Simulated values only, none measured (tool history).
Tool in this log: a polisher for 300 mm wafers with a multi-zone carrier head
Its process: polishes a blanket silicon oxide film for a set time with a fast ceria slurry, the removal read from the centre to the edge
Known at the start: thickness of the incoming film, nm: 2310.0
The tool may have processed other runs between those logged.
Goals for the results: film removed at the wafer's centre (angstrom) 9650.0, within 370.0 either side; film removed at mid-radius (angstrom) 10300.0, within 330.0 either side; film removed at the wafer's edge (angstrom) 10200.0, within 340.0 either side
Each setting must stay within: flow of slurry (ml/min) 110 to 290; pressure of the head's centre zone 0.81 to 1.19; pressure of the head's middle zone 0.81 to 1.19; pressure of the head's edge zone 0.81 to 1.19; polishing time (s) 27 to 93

| run | hour | flow of slurry (ml/min) | pressure of the head's centre zone | pressure of the head's middle zone | pressure of the head's edge zone | polishing time (s) | film removed at the wafer's centre (angstrom) | film removed at mid-radius (angstrom) | film removed at the wafer's edge (angstrom) |
|---|---|---|---|---|---|---|---|---|---|
| 1 | 0.0 | 185 | 1.00 | 1.00 | 1.00 | 59 | 7225.9 | 8403.6 | 8326.3 |
| 2 | 3.2 | 220 | 1.00 | 1.00 | 1.00 | 59 | 7614.7 | 8536.5 | 8364.0 |
| 3 | 8.5 | 220 | 1.00 | 1.08 | 1.00 | 59 | 7608.4 | 9280.9 | 8580.0 |
| 4 | 11.9 | 220 | 1.01 | 1.08 | 1.02 | 60 | 7898.5 | 9280.8 | 8727.6 |
| 5 | 15.4 | 220 | 1.01 | 1.08 | 1.02 | 47 | 5993.1 | 7345.3 | 6795.6 |
| 6 | 21.4 | 220 | 1.01 | 1.15 | 1.02 | 47 | 6063.1 | 7748.8 | 6883.2 |
| 7 | 25.3 | 220 | 1.02 | 1.15 | 1.04 | 49 | 6401.8 | 8151.2 | 7164.6 |
|  | 32.0 | centre zone pressure recalibrated |
| 8 | 32.0 | 240 | 1.10 | 1.05 | 1.14 | 66 | 10343.0 | 10165.0 | 10428.0 |
| 9 | 38.6 | 230 | 1.08 | 1.07 | 1.13 | 66 | 9839.3 | 10176.0 | 10095.0 |

Which of these 5 next moves meets every target?
| A | 45.2 | 250 | 1.11 | 1.04 | 1.16 | 67 | ? | ? | ? |
| B | 45.2 | 225 | 1.16 | 1.05 | 1.15 | 63 | ? | ? | ? |
| C | 45.2 | 280 | 1.04 | 1.08 | 1.18 | 64 | ? | ? | ? |
| D | 45.2 | 210 | 1.11 | 1.03 | 1.10 | 67 | ? | ? | ? |
| E | 45.2 | 230 | 1.10 | 1.07 | 1.14 | 67 | ? | ? | ? |

| move | film removed at the wafer's centre (angstrom) | film removed at mid-radius (angstrom) | film removed at the wafer's edge (angstrom) |
|---|---|---|---|
| A | 10578.0 | 10492.0 | 10400.0 |
| B | 10187.0 | 9809.8 | 9634.8 |
| C | 9682.5 | 10488.0 | 10118.0 |
| D | 10304.0 | 10166.0 | 9945.3 |
| E | 10372.0 | 10636.0 | 10221.0 |
A: misses by more than the last run did
B: misses by more than the last run did
C: every result within its allowed miss
D: misses by more than the last run did
E: misses by more than the last run did
The move that meets every target is C.

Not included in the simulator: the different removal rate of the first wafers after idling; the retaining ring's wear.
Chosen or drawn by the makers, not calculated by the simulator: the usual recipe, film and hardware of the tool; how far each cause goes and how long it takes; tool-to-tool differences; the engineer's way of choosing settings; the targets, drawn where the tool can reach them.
